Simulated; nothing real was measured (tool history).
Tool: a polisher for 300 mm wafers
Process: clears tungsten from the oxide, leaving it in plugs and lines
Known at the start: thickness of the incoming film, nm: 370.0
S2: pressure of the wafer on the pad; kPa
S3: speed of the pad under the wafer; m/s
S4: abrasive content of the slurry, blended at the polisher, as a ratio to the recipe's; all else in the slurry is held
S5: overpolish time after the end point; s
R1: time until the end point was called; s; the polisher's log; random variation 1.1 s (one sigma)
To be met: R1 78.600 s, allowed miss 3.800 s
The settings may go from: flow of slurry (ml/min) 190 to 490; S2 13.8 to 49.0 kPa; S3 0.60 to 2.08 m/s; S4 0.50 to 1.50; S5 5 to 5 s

Run 1, hour 0.0: flow of slurry (ml/min) 315, S2 31.0 kPa, S3 1.34 m/s, S4 1.00, S5 5 s. Result: R1 57.127 s.
Run 2, hour 0.7: flow of slurry (ml/min) 315, S2 29.0 kPa, S3 1.34 m/s, S4 1.00, S5 5 s. Result: R1 60.689 s.
Run 3, hour 1.5: flow of slurry (ml/min) 280, S2 29.0 kPa, S3 1.34 m/s, S4 1.00, S5 5 s. Result: R1 61.322 s.
Run 4, hour 2.4: flow of slurry (ml/min) 280, S2 26.9 kPa, S3 1.34 m/s, S4 1.00, S5 5 s. Result: R1 64.697 s.
Run 5, hour 7.6: flow of slurry (ml/min) 280, S2 25.5 kPa, S3 1.34 m/s, S4 1.00, S5 5 s. Result: R1 66.450 s.
Run 6, hour 14.7: flow of slurry (ml/min) 280, S2 24.1 kPa, S3 1.34 m/s, S4 1.00, S5 5 s. Result: R1 69.005 s.
Run 7, hour 15.2: flow of slurry (ml/min) 280, S2 22.8 kPa, S3 1.34 m/s, S4 1.00, S5 5 s. Result: R1 68.608 s.
Run 8, hour 24.1: flow of slurry (ml/min) 280, S2 21.4 kPa, S3 1.34 m/s, S4 1.00, S5 5 s. Result: R1 72.914 s.

4 next moves are on the table. One of them brings every result within its allowed miss. Which?
Run A, hour 33.0: flow of slurry (ml/min) 280, S2 17.9 kPa, S3 1.46 m/s, S4 0.90, S5 5 s. Result: R1 ?.
Run B, hour 33.0: flow of slurry (ml/min) 275, S2 24.8 kPa, S3 1.44 m/s, S4 1.00, S5 5 s. Result: R1 ?.
Run C, hour 33.0: flow of slurry (ml/min) 295, S2 21.4 kPa, S3 1.54 m/s, S4 0.90, S5 5 s. Result: R1 ?.
Run D, hour 33.0: flow of slurry (ml/min) 195, S2 26.2 kPa, S3 1.34 m/s, S4 1.15, S5 5 s. Result: R1 ?.

move      R1
   A  78.436
   B  63.552
   C  67.982
   D  63.762
A: meets every target
B: further off than the last run
C: further off than the last run
D: further off than the last run
Answer: A

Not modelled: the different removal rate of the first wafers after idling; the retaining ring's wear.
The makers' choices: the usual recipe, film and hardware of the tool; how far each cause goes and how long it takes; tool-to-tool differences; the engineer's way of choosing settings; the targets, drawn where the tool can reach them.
